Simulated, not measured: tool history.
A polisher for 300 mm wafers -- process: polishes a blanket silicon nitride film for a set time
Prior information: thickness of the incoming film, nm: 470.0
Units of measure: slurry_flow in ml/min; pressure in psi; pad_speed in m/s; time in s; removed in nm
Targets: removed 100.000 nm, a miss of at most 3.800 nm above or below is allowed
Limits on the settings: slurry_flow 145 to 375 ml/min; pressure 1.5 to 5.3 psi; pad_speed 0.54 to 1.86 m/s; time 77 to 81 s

| run | hour | slurry_flow | pressure | pad_speed | time | removed |
|---|---|---|---|---|---|---|
| 1 | 0.0 | 240 | 3.4 | 1.18 | 77 | 128.040 |
| 2 | 6.2 | 240 | 4.0 | 1.18 | 77 | 146.090 |
| 3 | 9.6 | 240 | 3.2 | 1.18 | 77 | 123.570 |
| 4 | 16.3 | 240 | 2.9 | 1.18 | 77 | 113.740 |
| 5 | 19.8 | 240 | 2.9 | 1.46 | 77 | 132.400 |
| 6 | 26.4 | 240 | 3.6 | 1.46 | 77 | 158.480 |
| 7 | 32.8 | 240 | 3.1 | 1.44 | 77 | 140.220 |
| 8 | 41.6 | 240 | 2.7 | 1.42 | 77 | 123.060 |
| 9 | 45.0 | 240 | 2.5 | 1.42 | 77 | 114.850 |
| 10 | 52.5 | 240 | 2.4 | 1.42 | 77 | 111.980 |
| 11 | 59.5 | 240 | 2.3 | 1.42 | 77 | 110.510 |
| 12 | 63.8 | 235 | 1.9 | 1.42 | 77 | 94.003 |
| 13 | 71.1 | 245 | 1.9 | 1.42 | 77 | 93.286 |

Next run, 4 choices. One meets every target within its allowed miss, the rest don't. Which?
| A | 78.4 | 245 | 1.7 | 1.46 | 81 | ? |
| B | 78.4 | 240 | 2.1 | 1.20 | 81 | ? |
| C | 78.4 | 220 | 1.7 | 1.40 | 81 | ? |
| D | 78.4 | 345 | 2.0 | 1.32 | 81 | ? |

| move | removed |
|---|---|
| A | 92.721 |
| B | 92.441 |
| C | 88.955 |
| D | 98.600 |
A: lands further from the targets than the last run did
B: lands further from the targets than the last run did
C: lands further from the targets than the last run did
D: each result inside its tolerance
Answer: D
